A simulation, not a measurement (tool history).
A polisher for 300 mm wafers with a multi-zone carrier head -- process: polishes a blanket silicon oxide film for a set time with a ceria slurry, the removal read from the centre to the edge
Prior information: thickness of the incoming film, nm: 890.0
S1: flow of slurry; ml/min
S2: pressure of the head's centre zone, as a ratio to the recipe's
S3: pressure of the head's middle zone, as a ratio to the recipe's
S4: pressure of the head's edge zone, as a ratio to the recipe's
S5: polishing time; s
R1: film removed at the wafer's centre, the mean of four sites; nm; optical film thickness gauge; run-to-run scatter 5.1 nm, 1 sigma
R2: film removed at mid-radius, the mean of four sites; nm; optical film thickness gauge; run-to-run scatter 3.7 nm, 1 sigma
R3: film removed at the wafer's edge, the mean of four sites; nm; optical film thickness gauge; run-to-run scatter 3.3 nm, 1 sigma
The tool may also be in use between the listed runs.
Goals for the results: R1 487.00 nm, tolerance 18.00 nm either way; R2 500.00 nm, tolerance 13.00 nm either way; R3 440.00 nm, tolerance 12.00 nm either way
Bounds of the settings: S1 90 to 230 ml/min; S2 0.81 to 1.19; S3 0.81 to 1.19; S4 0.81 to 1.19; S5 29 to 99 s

run 1 hour=0.0 | S1=150 S2=1.00 S3=1.00 S4=1.00 S5=64 | R1=302.73 R2=312.92 R3=296.67
run 2 hour=5.5 | S1=150 S2=0.95 S3=1.00 S4=1.00 S5=64 | R1=287.34 R2=311.01 R3=296.82
run 3 hour=10.1 | S1=160 S2=0.98 S3=1.02 S4=1.02 S5=67 | R1=318.90 R2=336.06 R3=319.28
run 4 hour=11.6 | S1=170 S2=1.00 S3=1.05 S4=1.03 S5=69 | R1=337.84 R2=358.56 R3=330.34
run 5 hour=18.3 | S1=175 S2=1.02 S3=1.07 S4=1.05 S5=71 | R1=359.29 R2=371.03 R3=347.29
run 6 hour=21.7 | S1=180 S2=1.03 S3=1.09 S4=1.05 S5=73 | R1=374.97 R2=396.96 R3=355.81
run 7 hour=28.4 | S1=185 S2=1.04 S3=1.10 S4=1.07 S5=75 | R1=393.92 R2=415.30 R3=372.43
run 8 hour=34.4 | S1=190 S2=1.05 S3=1.11 S4=1.08 S5=76 | R1=389.77 R2=427.17 R3=375.68
run 9 hour=42.7 | S1=190 S2=1.07 S3=1.11 S4=1.08 S5=78 | R1=425.06 R2=430.75 R3=385.23
run 10 hour=51.7 | S1=195 S2=1.08 S3=1.12 S4=1.09 S5=79 | R1=428.28 R2=440.55 R3=398.20
run 11 hour=52.3 | S1=200 S2=1.09 S3=1.13 S4=1.10 S5=80 | R1=450.66 R2=454.28 R3=398.82
-- hour=55.2 edge zone pressure recalibrated
run 12 hour=55.2 | S1=200 S2=1.09 S3=1.13 S4=1.11 S5=81 | R1=445.75 R2=456.86 R3=424.22
run 13 hour=58.1 | S1=205 S2=1.10 S3=1.14 S4=1.11 S5=81 | R1=458.93 R2=467.96 R3=418.47
run 14 hour=64.5 | S1=210 S2=1.10 S3=1.14 S4=1.11 S5=81 | R1=453.91 R2=468.31 R3=425.08
run 15 hour=67.4 | S1=210 S2=1.11 S3=1.15 S4=1.11 S5=81 | R1=456.74 R2=469.80 R3=425.26
run 16 hour=68.4 | S1=210 S2=1.12 S3=1.16 S4=1.11 S5=81 | R1=460.82 R2=473.40 R3=428.30

Of the 5 settings listed for the next run, only one would bring every result within its allowed miss of target. Which one?
run A hour=69.4 | S1=165 S2=1.18 S3=1.14 S4=1.05 S5=94 | R1=? R2=? R3=?
run B hour=69.4 | S1=165 S2=1.19 S3=1.19 S4=1.09 S5=91 | R1=? R2=? R3=?
run C hour=69.4 | S1=205 S2=1.10 S3=1.14 S4=1.02 S5=87 | R1=? R2=? R3=?
run D hour=69.4 | S1=220 S2=1.12 S3=1.10 S4=1.19 S5=81 | R1=? R2=? R3=?
run E hour=69.4 | S1=195 S2=1.19 S3=1.15 S4=1.03 S5=88 | R1=? R2=? R3=?

move=A R1=541.23 R2=514.83 R3=468.70
move=B R1=528.61 R2=517.16 R3=461.98
move=C R1=484.04 R2=492.41 R3=437.94
move=D R1=463.58 R2=448.59 R3=444.12
move=E R1=525.88 R2=498.12 R3=442.75
A: the result that was furthest off in the last run now lies on the other side of its target
B: the result that was furthest off in the last run now lies on the other side of its target
C: every result lands within tolerance
D: the biggest miss grows against the last run
E: corrects the largest miss of the last run, while another result sits out of spec
Correct choice: C, which meets every target
